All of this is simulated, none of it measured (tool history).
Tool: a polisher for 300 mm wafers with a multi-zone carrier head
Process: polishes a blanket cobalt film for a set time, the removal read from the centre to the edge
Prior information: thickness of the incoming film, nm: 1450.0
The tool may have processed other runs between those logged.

run,hour,flow of slurry (ml/min),pressure of the head's centre zone,pressure of the head's middle zone,pressure of the head's edge zone,polishing time (s),film removed at the wafer's centre (angstrom),film removed at mid-radius (angstrom),film removed at the wafer's edge (angstrom)
1,0.0,155,1.00,1.00,1.00,82,3430.2,3404.4,3268.6
2,4.2,140,0.94,1.00,0.95,72,2764.0,2928.2,2827.5
3,12.3,140,0.91,1.02,0.92,64,2438.4,2655.7,2439.9
4,17.9,130,0.88,1.03,0.90,61,2168.0,2511.1,2326.4
5,25.7,130,0.88,1.03,0.90,45,1609.1,1858.6,1681.8
6,32.4,155,0.86,1.04,0.93,47,1710.1,2036.9,1849.6

Estimate the outcome of run 7 from the log above:
7,35.6,175,0.86,1.05,0.94,48,?,?,?

{"run 7": {"film removed at the wafer's centre (angstrom)": 1760.9, "film removed at mid-radius (angstrom)": 2136.4, "film removed at the wafer's edge (angstrom)": 1901.7}}

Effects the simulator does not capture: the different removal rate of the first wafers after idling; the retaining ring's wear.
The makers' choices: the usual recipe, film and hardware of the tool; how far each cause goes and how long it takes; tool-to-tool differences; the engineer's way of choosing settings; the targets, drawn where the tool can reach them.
